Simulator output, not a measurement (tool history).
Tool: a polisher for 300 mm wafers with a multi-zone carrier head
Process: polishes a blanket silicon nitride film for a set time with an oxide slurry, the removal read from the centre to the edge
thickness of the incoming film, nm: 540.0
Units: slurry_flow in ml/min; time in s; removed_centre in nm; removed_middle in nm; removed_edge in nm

{"run": 1, "hour": 0.0, "slurry_flow": 160, "centre_zone": 1.0, "middle_zone": 1.0, "edge_zone": 1.0, "slurry_solids": 1.0, "time": 76, "removed_centre": 43.346, "removed_middle": 44.596, "removed_edge": 45.207}
{"run": 2, "hour": 0.6, "slurry_flow": 160, "centre_zone": 1.0, "middle_zone": 0.94, "edge_zone": 1.0, "slurry_solids": 1.0, "time": 76, "removed_centre": 43.201, "removed_middle": 42.683, "removed_edge": 45.328}
{"run": 3, "hour": 5.2, "slurry_flow": 160, "centre_zone": 1.0, "middle_zone": 0.94, "edge_zone": 1.07, "slurry_solids": 1.0, "time": 76, "removed_centre": 43.781, "removed_middle": 42.4, "removed_edge": 45.879}
{"run": 4, "hour": 9.9, "slurry_flow": 170, "centre_zone": 0.99, "middle_zone": 0.96, "edge_zone": 1.07, "slurry_solids": 1.0, "time": 76, "removed_centre": 43.136, "removed_middle": 43.59, "removed_edge": 47.41}
{"run": 5, "hour": 17.8, "slurry_flow": 170, "centre_zone": 0.99, "middle_zone": 0.96, "edge_zone": 1.07, "slurry_solids": 1.0, "time": 58, "removed_centre": 32.851, "removed_middle": 33.228, "removed_edge": 34.939}
{"run": 6, "hour": 22.1, "slurry_flow": 180, "centre_zone": 1.0, "middle_zone": 0.99, "edge_zone": 1.09, "slurry_solids": 1.1, "time": 58, "removed_centre": 34.847, "removed_middle": 35.252, "removed_edge": 37.664}
{"run": 7, "hour": 30.4, "slurry_flow": 185, "centre_zone": 1.01, "middle_zone": 1.02, "edge_zone": 1.08, "slurry_solids": 1.15, "time": 58, "removed_centre": 35.387, "removed_middle": 36.866, "removed_edge": 37.814}
{"run": 8, "hour": 31.3, "slurry_flow": 190, "centre_zone": 1.02, "middle_zone": 1.04, "edge_zone": 1.09, "slurry_solids": 1.2, "time": 59, "removed_centre": 36.993, "removed_middle": 38.142, "removed_edge": 38.746}
{"run": 9, "hour": 35.3, "slurry_flow": 195, "centre_zone": 1.02, "middle_zone": 1.06, "edge_zone": 1.1, "slurry_solids": 1.25, "time": 60, "removed_centre": 38.347, "removed_middle": 40.554, "removed_edge": 40.387}
{"run": 10, "hour": 36.4, "slurry_flow": 200, "centre_zone": 1.02, "middle_zone": 1.07, "edge_zone": 1.11, "slurry_solids": 1.3, "time": 61, "removed_centre": 39.814, "removed_middle": 42.005, "removed_edge": 41.697}
{"run": 11, "hour": 44.8, "slurry_flow": 200, "centre_zone": 1.02, "middle_zone": 1.08, "edge_zone": 1.12, "slurry_solids": 1.35, "time": 62, "removed_centre": 40.604, "removed_middle": 43.775, "removed_edge": 42.998}
{"run": 12, "hour": 49.7, "slurry_flow": 205, "centre_zone": 1.02, "middle_zone": 1.08, "edge_zone": 1.13, "slurry_solids": 1.4, "time": 63, "removed_centre": 41.672, "removed_middle": 44.679, "removed_edge": 44.006}
{"run": 13, "hour": 50.5, "slurry_flow": 205, "centre_zone": 1.02, "middle_zone": 1.09, "edge_zone": 1.14, "slurry_solids": 1.4, "time": 64, "removed_centre": 42.274, "removed_middle": 45.909, "removed_edge": 44.454}
{"run": 14, "hour": 55.7, "slurry_flow": 235, "centre_zone": 1.01, "middle_zone": 1.1, "edge_zone": 1.19, "slurry_solids": 1.5, "time": 65, "removed_centre": 43.966, "removed_middle": 48.028, "removed_edge": 48.368}

Run 15 comes next. What will it give?
{"run": 15, "hour": 59.6, "slurry_flow": 235, "centre_zone": 1.01, "middle_zone": 1.11, "edge_zone": 1.19, "slurry_solids": 1.5, "time": 65, "removed_centre": "?", "removed_middle": "?", "removed_edge": "?"}

removed_centre: 43.999 nm
removed_middle: 48.602 nm
removed_edge: 47.553 nm
